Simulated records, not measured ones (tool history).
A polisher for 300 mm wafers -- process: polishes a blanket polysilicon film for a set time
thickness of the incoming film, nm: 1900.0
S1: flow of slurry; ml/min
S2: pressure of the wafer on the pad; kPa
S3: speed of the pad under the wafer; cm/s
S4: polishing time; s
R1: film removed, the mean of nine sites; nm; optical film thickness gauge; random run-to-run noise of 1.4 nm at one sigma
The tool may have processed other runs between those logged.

{"run": 1, "hour": 0.0, "S1": 225, "S2": 14.5, "S3": 84, "S4": 124, "R1": 512.53}
{"run": 2, "hour": 7.3, "S1": 225, "S2": 14.5, "S3": 104, "S4": 124, "R1": 631.18}
{"run": 3, "hour": 15.0, "S1": 225, "S2": 14.5, "S3": 104, "S4": 124, "R1": 628.42}
{"run": 4, "hour": 20.3, "S1": 280, "S2": 14.5, "S3": 104, "S4": 124, "R1": 652.21}
{"hour": 28.8, "done": "slurry nozzle cleaned"}
{"run": 5, "hour": 28.8, "S1": 325, "S2": 14.5, "S3": 104, "S4": 124, "R1": 696.82}
{"run": 6, "hour": 30.2, "S1": 325, "S2": 17.2, "S3": 104, "S4": 124, "R1": 826.7}
{"run": 7, "hour": 35.6, "S1": 300, "S2": 15.2, "S3": 90, "S4": 124, "R1": 625.67}
{"run": 8, "hour": 41.5, "S1": 265, "S2": 13.8, "S3": 80, "S4": 124, "R1": 501.11}
{"run": 9, "hour": 44.7, "S1": 240, "S2": 12.4, "S3": 72, "S4": 124, "R1": 408.0}
{"run": 10, "hour": 52.7, "S1": 220, "S2": 11.0, "S3": 66, "S4": 124, "R1": 331.35}

The next listed run, before its measurement:
{"run": 11, "hour": 57.3, "S1": 205, "S2": 10.3, "S3": 62, "S4": 124, "R1": "?"}

R1: 287.00 nm
